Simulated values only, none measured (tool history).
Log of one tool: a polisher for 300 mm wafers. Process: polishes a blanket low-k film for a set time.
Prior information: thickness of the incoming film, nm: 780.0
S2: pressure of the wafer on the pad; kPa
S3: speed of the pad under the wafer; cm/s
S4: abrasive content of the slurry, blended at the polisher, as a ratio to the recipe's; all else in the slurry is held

run 1 hour=0 | flow_of_slurry_(ml/min)=175 S2=11 S3=86 S4=1 polishing_time_(s)=34 | film_removed_(nm)=8.8433
run 2 hour=4 | flow_of_slurry_(ml/min)=175 S2=9.7 S3=80 S4=1 polishing_time_(s)=34 | film_removed_(nm)=7.3385
run 3 hour=12.8 | flow_of_slurry_(ml/min)=200 S2=9.7 S3=80 S4=1 polishing_time_(s)=34 | film_removed_(nm)=7.3955
run 4 hour=18.6 | flow_of_slurry_(ml/min)=200 S2=7.6 S3=80 S4=1 polishing_time_(s)=34 | film_removed_(nm)=5.8951
run 5 hour=26.8 | flow_of_slurry_(ml/min)=200 S2=6.9 S3=78 S4=1 polishing_time_(s)=34 | film_removed_(nm)=5.4823
run 6 hour=27.7 | flow_of_slurry_(ml/min)=200 S2=6.2 S3=76 S4=1 polishing_time_(s)=34 | film_removed_(nm)=4.9391
run 7 hour=36.4 | flow_of_slurry_(ml/min)=190 S2=4.8 S3=72 S4=1 polishing_time_(s)=34 | film_removed_(nm)=3.8697
run 8 hour=38.1 | flow_of_slurry_(ml/min)=195 S2=4.8 S3=72 S4=1 polishing_time_(s)=34 | film_removed_(nm)=3.8718
run 9 hour=43.8 | flow_of_slurry_(ml/min)=195 S2=4.8 S3=72 S4=1 polishing_time_(s)=34 | film_removed_(nm)=3.8587

Run 10 has not been measured yet. What should we expect?
run 10 hour=49.8 | flow_of_slurry_(ml/min)=200 S2=4.8 S3=72 S4=1 polishing_time_(s)=34 | film_removed_(nm)=?

film removed (nm): 3.9059

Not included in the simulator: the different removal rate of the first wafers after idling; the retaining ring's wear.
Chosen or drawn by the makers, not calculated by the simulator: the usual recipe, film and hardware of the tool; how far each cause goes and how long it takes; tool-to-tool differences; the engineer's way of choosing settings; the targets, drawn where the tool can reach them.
